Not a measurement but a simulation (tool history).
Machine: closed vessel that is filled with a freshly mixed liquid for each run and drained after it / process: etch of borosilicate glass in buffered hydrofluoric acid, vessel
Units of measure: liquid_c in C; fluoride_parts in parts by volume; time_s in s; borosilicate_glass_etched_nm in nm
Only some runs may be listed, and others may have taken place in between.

run 1 hour=0 | liquid_c=20 fluoride_parts=15.5 time_s=30 | borosilicate_glass_etched_nm=17.993
run 2 hour=7.2 | liquid_c=19 fluoride_parts=16.5 time_s=30 | borosilicate_glass_etched_nm=16.189
run 3 hour=10.2 | liquid_c=19 fluoride_parts=16.5 time_s=30 | borosilicate_glass_etched_nm=16.069
run 4 hour=19.3 | liquid_c=18.5 fluoride_parts=17 time_s=30 | borosilicate_glass_etched_nm=15.353
run 5 hour=26.9 | liquid_c=21.5 fluoride_parts=17 time_s=30 | borosilicate_glass_etched_nm=17.936
run 6 hour=35.6 | liquid_c=21.5 fluoride_parts=20.5 time_s=30 | borosilicate_glass_etched_nm=14.882
run 7 hour=38.6 | liquid_c=21 fluoride_parts=20.5 time_s=30 | borosilicate_glass_etched_nm=14.589

Forecast run 8:
run 8 hour=46.1 | liquid_c=20.5 fluoride_parts=20.5 time_s=30 | borosilicate_glass_etched_nm=?

Run 8 measured borosilicate_glass_etched_nm 14.123 nm.
